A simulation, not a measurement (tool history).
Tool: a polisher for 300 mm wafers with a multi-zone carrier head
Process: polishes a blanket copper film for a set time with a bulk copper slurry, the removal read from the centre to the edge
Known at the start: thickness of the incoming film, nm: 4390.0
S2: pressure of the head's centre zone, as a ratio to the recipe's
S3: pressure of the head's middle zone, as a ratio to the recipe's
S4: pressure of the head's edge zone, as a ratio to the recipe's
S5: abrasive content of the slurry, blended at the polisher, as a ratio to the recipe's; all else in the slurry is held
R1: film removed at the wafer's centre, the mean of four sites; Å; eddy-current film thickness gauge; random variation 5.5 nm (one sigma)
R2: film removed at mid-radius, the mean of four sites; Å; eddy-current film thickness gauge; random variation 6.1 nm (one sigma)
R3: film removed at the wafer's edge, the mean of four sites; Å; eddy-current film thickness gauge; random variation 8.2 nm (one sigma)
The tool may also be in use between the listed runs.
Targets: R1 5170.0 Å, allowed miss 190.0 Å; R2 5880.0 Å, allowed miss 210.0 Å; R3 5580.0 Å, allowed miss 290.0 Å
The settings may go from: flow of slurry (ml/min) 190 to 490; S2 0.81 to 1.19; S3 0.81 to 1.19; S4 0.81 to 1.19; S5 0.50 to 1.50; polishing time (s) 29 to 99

run 1 hour=0.0 | flow_of_slurry_(ml/min)=315 S2=1.00 S3=1.00 S4=1.00 S5=1.00 polishing_time_(s)=64 | R1=8277.4 R2=8123.3 R3=8457.7
run 2 hour=0.8 | flow_of_slurry_(ml/min)=315 S2=0.97 S3=1.01 S4=0.97 S5=0.85 polishing_time_(s)=60 | R1=7179.8 R2=7515.9 R3=7398.8
run 3 hour=5.7 | flow_of_slurry_(ml/min)=315 S2=0.97 S3=0.96 S4=0.97 S5=0.85 polishing_time_(s)=60 | R1=7086.1 R2=7015.9 R3=7585.9
run 4 hour=10.3 | flow_of_slurry_(ml/min)=315 S2=0.95 S3=0.97 S4=0.94 S5=0.75 polishing_time_(s)=58 | R1=6721.3 R2=6842.0 R3=7154.4
run 5 hour=17.3 | flow_of_slurry_(ml/min)=315 S2=0.95 S3=0.97 S4=0.98 S5=0.75 polishing_time_(s)=58 | R1=6734.6 R2=6821.2 R3=6975.5
run 6 hour=18.6 | flow_of_slurry_(ml/min)=315 S2=0.92 S3=0.97 S4=0.98 S5=0.70 polishing_time_(s)=56 | R1=6244.2 R2=6467.3 R3=6705.9
run 7 hour=24.3 | flow_of_slurry_(ml/min)=315 S2=0.92 S3=0.97 S4=0.98 S5=0.70 polishing_time_(s)=56 | R1=6223.0 R2=6513.4 R3=6662.3
run 8 hour=27.5 | flow_of_slurry_(ml/min)=315 S2=0.84 S3=0.98 S4=0.88 S5=0.50 polishing_time_(s)=51 | R1=4848.9 R2=5752.5 R3=5595.5

Which of these 4 next moves meets every target?
run A hour=30.7 | flow_of_slurry_(ml/min)=390 S2=0.86 S3=0.98 S4=0.81 S5=0.50 polishing_time_(s)=51 | R1=? R2=? R3=?
run B hour=30.7 | flow_of_slurry_(ml/min)=290 S2=0.83 S3=0.95 S4=0.95 S5=0.55 polishing_time_(s)=54 | R1=? R2=? R3=?
run C hour=30.7 | flow_of_slurry_(ml/min)=360 S2=0.88 S3=1.14 S4=0.87 S5=0.50 polishing_time_(s)=50 | R1=? R2=? R3=?
run D hour=30.7 | flow_of_slurry_(ml/min)=220 S2=0.84 S3=0.95 S4=0.99 S5=0.60 polishing_time_(s)=56 | R1=? R2=? R3=?

move=A R1=5322.0 R2=5910.2 R3=5517.0
move=B R1=5244.0 R2=5914.1 R3=6046.3
move=C R1=5286.8 R2=6497.8 R3=5486.5
move=D R1=5232.7 R2=5868.4 R3=6182.2
A: meets every target
B: brings the result that was furthest off to its target, and leaves another outside
C: brings the result that was furthest off to its target, and leaves another outside
D: brings the result that was furthest off to its target, and leaves another outside
Move A is the one to make.
